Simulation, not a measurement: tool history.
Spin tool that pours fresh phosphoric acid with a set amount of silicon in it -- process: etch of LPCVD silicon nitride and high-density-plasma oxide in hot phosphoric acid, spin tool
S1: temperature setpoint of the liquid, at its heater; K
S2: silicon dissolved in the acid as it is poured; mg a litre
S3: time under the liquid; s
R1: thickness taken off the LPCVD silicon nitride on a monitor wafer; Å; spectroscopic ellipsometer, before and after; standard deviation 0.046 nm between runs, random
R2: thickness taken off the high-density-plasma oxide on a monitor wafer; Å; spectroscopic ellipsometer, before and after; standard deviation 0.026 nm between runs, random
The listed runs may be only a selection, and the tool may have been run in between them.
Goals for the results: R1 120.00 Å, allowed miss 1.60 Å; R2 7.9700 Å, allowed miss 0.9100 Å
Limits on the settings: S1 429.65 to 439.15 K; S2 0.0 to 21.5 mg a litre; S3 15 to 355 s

run    day      S1   S2   S3      R1       R2
  1  0.000  434.15  9.5  180  156.31   9.6134
  2  0.229  433.15  7.5  175  147.44   9.4105
  3  0.404  432.65  6.5  170  140.59   9.0013
  4  0.483  432.15  5.5  165  134.49   8.3352
  5  0.638  432.15  5.5  195  158.02  10.0580
  6  0.988  431.65  4.0  185  148.59   9.2530
  7  1.154  431.65  3.0  175  140.82   8.5116
  8  1.421  431.65  6.5  170  135.84   7.5791
  9  1.650  431.65  5.0  165  131.87   7.9614

5 candidate next runs follow, results not yet known. Just one meets every target within its allowed miss. Identify it.
  A  1.879  434.65   6.5  135   ?   ?
  B  1.879  429.65  12.0  160   ?   ?
  C  1.879  429.65   6.0  160   ?   ?
  D  1.879  432.65   4.0  150   ?   ?
  E  1.879  438.15   0.0  120   ?   ?

move      R1       R2
   A  119.17   7.9094
   B  119.31   5.7280
   C  119.31   6.5273
   D  123.83   7.9711
   E  118.94  10.2940
A: hits every target within its allowed miss
B: the worst result of the last run now meets its target, but another is out of spec
C: the worst result of the last run now meets its target, but another is out of spec
D: gains on the last run, yet a result remains outside its allowed miss
E: the worst result of the last run now meets its target, but another is out of spec
Move A is the one to make.
